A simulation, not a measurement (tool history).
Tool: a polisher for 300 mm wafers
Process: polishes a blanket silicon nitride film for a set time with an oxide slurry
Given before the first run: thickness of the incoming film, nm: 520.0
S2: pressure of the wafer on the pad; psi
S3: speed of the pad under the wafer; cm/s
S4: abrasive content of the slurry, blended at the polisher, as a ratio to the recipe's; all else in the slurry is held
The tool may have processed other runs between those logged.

Run 1, day 0.000: flow of slurry (ml/min) 220, S2 4.1 psi, S3 124 cm/s, S4 1.0, polishing time (s) 83. Result: film removed (Å) 582.83.
Run 2, day 0.283: flow of slurry (ml/min) 220, S2 3.9 psi, S3 124 cm/s, S4 1.0, polishing time (s) 83. Result: film removed (Å) 550.53.
Run 3, day 0.492: flow of slurry (ml/min) 220, S2 3.7 psi, S3 124 cm/s, S4 1.0, polishing time (s) 83. Result: film removed (Å) 521.77.
Run 4, day 0.683: flow of slurry (ml/min) 220, S2 3.6 psi, S3 124 cm/s, S4 1.0, polishing time (s) 83. Result: film removed (Å) 503.93.
Run 5, day 1.050: flow of slurry (ml/min) 195, S2 3.6 psi, S3 124 cm/s, S4 1.0, polishing time (s) 83. Result: film removed (Å) 508.90.
Run 6, day 1.075: flow of slurry (ml/min) 195, S2 3.5 psi, S3 124 cm/s, S4 1.0, polishing time (s) 83. Result: film removed (Å) 489.55.

For run 7, what comes out?
Run 7, day 1.104: flow of slurry (ml/min) 195, S2 3.4 psi, S3 124 cm/s, S4 1.0, polishing time (s) 83. Result: film removed (Å) ?.

{"run 7": {"film removed (Å)": 476.27}}

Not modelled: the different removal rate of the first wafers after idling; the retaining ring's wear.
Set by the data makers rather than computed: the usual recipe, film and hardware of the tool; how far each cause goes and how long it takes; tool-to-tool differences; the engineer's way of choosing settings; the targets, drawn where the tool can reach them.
